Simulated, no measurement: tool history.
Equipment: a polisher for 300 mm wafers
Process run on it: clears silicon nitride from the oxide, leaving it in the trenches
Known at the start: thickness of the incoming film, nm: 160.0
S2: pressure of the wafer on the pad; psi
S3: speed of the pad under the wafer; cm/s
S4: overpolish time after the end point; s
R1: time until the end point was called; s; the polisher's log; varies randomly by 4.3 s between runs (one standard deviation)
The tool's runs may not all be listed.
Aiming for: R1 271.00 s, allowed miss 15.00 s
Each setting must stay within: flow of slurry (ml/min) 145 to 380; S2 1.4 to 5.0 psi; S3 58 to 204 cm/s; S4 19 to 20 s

run 1 hour=0.0 | flow_of_slurry_(ml/min)=245 S2=3.2 S3=130 S4=19 | R1=116.18
run 2 hour=4.3 | flow_of_slurry_(ml/min)=245 S2=3.2 S3=130 S4=19 | R1=118.32
run 3 hour=10.1 | flow_of_slurry_(ml/min)=295 S2=3.2 S3=130 S4=19 | R1=114.81
run 4 hour=16.0 | flow_of_slurry_(ml/min)=320 S2=3.2 S3=130 S4=19 | R1=114.84
run 5 hour=23.1 | flow_of_slurry_(ml/min)=320 S2=2.9 S3=122 S4=19 | R1=130.59
run 6 hour=29.5 | flow_of_slurry_(ml/min)=320 S2=2.6 S3=114 S4=19 | R1=150.14
run 7 hour=35.3 | flow_of_slurry_(ml/min)=320 S2=2.4 S3=106 S4=19 | R1=178.23
run 8 hour=43.0 | flow_of_slurry_(ml/min)=320 S2=2.2 S3=104 S4=19 | R1=193.43
run 9 hour=43.9 | flow_of_slurry_(ml/min)=320 S2=2.0 S3=102 S4=19 | R1=217.55
run 10 hour=48.2 | flow_of_slurry_(ml/min)=315 S2=1.9 S3=102 S4=19 | R1=228.26

Below are 4 possible settings for the next run. Only one of them brings all results inside the allowed miss of their targets. Which is it?
run A hour=52.5 | flow_of_slurry_(ml/min)=300 S2=2.3 S3=92 S4=19 | R1=?
run B hour=52.5 | flow_of_slurry_(ml/min)=315 S2=2.0 S3=120 S4=20 | R1=?
run C hour=52.5 | flow_of_slurry_(ml/min)=380 S2=1.5 S3=128 S4=19 | R1=?
run D hour=52.5 | flow_of_slurry_(ml/min)=265 S2=1.8 S3=88 S4=20 | R1=?

move=A R1=209.22
move=B R1=193.71
move=C R1=237.76
move=D R1=276.75
A: lands further from the targets than the last run did
B: lands further from the targets than the last run did
C: moves toward the targets from the last run without getting all of them in spec
D: in spec on every target
So the answer is move D, the one that meets all the targets.
